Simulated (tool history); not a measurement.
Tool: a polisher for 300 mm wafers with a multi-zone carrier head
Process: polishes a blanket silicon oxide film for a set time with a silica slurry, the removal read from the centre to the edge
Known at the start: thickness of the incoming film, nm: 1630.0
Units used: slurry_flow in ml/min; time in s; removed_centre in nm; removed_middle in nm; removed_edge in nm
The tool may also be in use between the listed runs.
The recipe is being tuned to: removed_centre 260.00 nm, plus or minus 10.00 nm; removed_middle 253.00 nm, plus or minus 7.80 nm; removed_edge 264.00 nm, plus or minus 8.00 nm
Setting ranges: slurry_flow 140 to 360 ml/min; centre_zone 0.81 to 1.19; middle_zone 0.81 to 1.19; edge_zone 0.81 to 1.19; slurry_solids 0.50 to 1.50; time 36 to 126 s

| run | hour | slurry_flow | centre_zone | middle_zone | edge_zone | slurry_solids | time | removed_centre | removed_middle | removed_edge |
|---|---|---|---|---|---|---|---|---|---|---|
| 1 | 0.0 | 230 | 1.00 | 1.00 | 1.00 | 1.00 | 81 | 304.92 | 305.18 | 305.26 |
| 2 | 2.4 | 220 | 0.98 | 0.97 | 0.96 | 0.95 | 81 | 293.16 | 289.66 | 286.44 |
| 3 | 9.0 | 220 | 0.98 | 0.97 | 0.96 | 0.95 | 91 | 326.50 | 321.53 | 322.81 |
| 4 | 16.2 | 220 | 0.98 | 0.97 | 0.96 | 1.10 | 91 | 353.31 | 355.52 | 354.56 |
| 5 | 19.8 | 210 | 0.95 | 0.93 | 0.94 | 1.00 | 91 | 329.69 | 322.01 | 332.12 |
| 6 | 28.1 | 210 | 0.95 | 0.98 | 0.94 | 1.00 | 91 | 332.04 | 338.19 | 334.44 |
| 7 | 36.1 | 210 | 0.93 | 0.95 | 0.92 | 0.90 | 91 | 311.10 | 308.79 | 307.19 |
| 8 | 45.0 | 205 | 0.90 | 0.93 | 0.91 | 0.85 | 91 | 286.40 | 289.96 | 294.59 |
| 9 | 47.4 | 205 | 0.89 | 0.91 | 0.89 | 0.80 | 91 | 275.39 | 273.79 | 282.22 |

Consider the 4 candidate settings below. Which is the only one whose results all fall within their allowed miss of target?
| A | 49.8 | 195 | 0.90 | 0.88 | 0.87 | 1.00 | 75 | ? | ? | ? |
| B | 49.8 | 195 | 0.90 | 0.91 | 0.87 | 0.85 | 93 | ? | ? | ? |
| C | 49.8 | 215 | 0.98 | 0.93 | 0.83 | 0.75 | 93 | ? | ? | ? |
| D | 49.8 | 240 | 0.86 | 0.86 | 0.94 | 0.90 | 90 | ? | ? | ? |

| move | removed_centre | removed_middle | removed_edge |
|---|---|---|---|
| A | 259.33 | 252.60 | 260.47 |
| B | 291.33 | 290.48 | 292.46 |
| C | 289.63 | 274.54 | 266.42 |
| D | 292.64 | 289.12 | 309.62 |
A: every result within its allowed miss
B: misses by more than the last run did
C: misses by more than the last run did
D: misses by more than the last run did
Answer: A
